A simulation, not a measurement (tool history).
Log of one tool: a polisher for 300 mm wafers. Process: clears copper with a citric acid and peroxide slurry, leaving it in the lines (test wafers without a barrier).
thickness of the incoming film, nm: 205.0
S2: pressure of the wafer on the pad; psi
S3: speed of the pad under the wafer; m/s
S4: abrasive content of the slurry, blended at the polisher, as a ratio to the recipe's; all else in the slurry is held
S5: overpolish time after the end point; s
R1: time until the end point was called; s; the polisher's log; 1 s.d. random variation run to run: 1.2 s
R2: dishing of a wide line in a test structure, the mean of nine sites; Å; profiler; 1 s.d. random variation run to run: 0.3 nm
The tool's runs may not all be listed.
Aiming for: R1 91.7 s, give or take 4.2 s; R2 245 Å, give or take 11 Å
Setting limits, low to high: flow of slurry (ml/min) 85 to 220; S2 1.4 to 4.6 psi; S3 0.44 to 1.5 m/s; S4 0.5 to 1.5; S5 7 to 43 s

{"run": 1, "hour": 0.0, "flow of slurry (ml/min)": 140, "S2": 3, "S3": 0.96, "S4": 1, "S5": 22, "R1": 127.37, "R2": 273.76}
{"run": 2, "hour": 6.4, "flow of slurry (ml/min)": 140, "S2": 3, "S3": 0.96, "S4": 0.8, "S5": 22, "R1": 128.19, "R2": 263.72}
{"run": 3, "hour": 14.3, "flow of slurry (ml/min)": 140, "S2": 2.4, "S3": 0.96, "S4": 0.8, "S5": 22, "R1": 164.88, "R2": 216.98}
{"run": 4, "hour": 20.3, "flow of slurry (ml/min)": 140, "S2": 2.4, "S3": 0.86, "S4": 0.8, "S5": 22, "R1": 186.27, "R2": 190.87}
{"run": 5, "hour": 25.8, "flow of slurry (ml/min)": 115, "S2": 2.4, "S3": 0.86, "S4": 0.8, "S5": 22, "R1": 189.62, "R2": 191.96}
{"run": 6, "hour": 34.9, "flow of slurry (ml/min)": 115, "S2": 2.4, "S3": 0.86, "S4": 0.95, "S5": 22, "R1": 183.63, "R2": 195.62}
{"run": 7, "hour": 38.5, "flow of slurry (ml/min)": 155, "S2": 3.2, "S3": 0.9, "S4": 1.05, "S5": 12, "R1": 124.37, "R2": 155.56}
{"hour": 47.1, "done": "slurry blender recalibrated"}
{"run": 8, "hour": 47.1, "flow of slurry (ml/min)": 150, "S2": 3.4, "S3": 0.9, "S4": 1.05, "S5": 13, "R1": 110.58, "R2": 194.54}
{"run": 9, "hour": 52.5, "flow of slurry (ml/min)": 145, "S2": 3.5, "S3": 0.9, "S4": 1.05, "S5": 13, "R1": 105.34, "R2": 205.22}
{"run": 10, "hour": 57.7, "flow of slurry (ml/min)": 140, "S2": 3.6, "S3": 0.9, "S4": 1.05, "S5": 13, "R1": 102.83, "R2": 198.33}

5 candidate next runs follow, results not yet known. Just one meets every target within its allowed miss. Identify it.
{"run": "A", "hour": 62.9, "flow of slurry (ml/min)": 155, "S2": 3.7, "S3": 0.94, "S4": 1, "S5": 13, "R1": "?", "R2": "?"}
{"run": "B", "hour": 62.9, "flow of slurry (ml/min)": 140, "S2": 3.5, "S3": 0.94, "S4": 1.05, "S5": 14, "R1": "?", "R2": "?"}
{"run": "C", "hour": 62.9, "flow of slurry (ml/min)": 130, "S2": 3.5, "S3": 1.08, "S4": 0.9, "S5": 14, "R1": "?", "R2": "?"}
{"run": "D", "hour": 62.9, "flow of slurry (ml/min)": 120, "S2": 4, "S3": 0.94, "S4": 0.95, "S5": 12, "R1": "?", "R2": "?"}
{"run": "E", "hour": 62.9, "flow of slurry (ml/min)": 140, "S2": 3.8, "S3": 0.9, "S4": 1.05, "S5": 14, "R1": "?", "R2": "?"}

move=A R1=95.792 R2=214.46
move=B R1=101.3 R2=217.81
move=C R1=91.911 R2=238.31
move=D R1=92.26 R2=206.5
move=E R1=97.539 R2=226.12
A: closer than the last run, but not yet in spec
B: closer than the last run, but not yet in spec
C: all results land within tolerance of their targets
D: closer than the last run, but not yet in spec
E: closer than the last run, but not yet in spec
The move that meets every target is C.
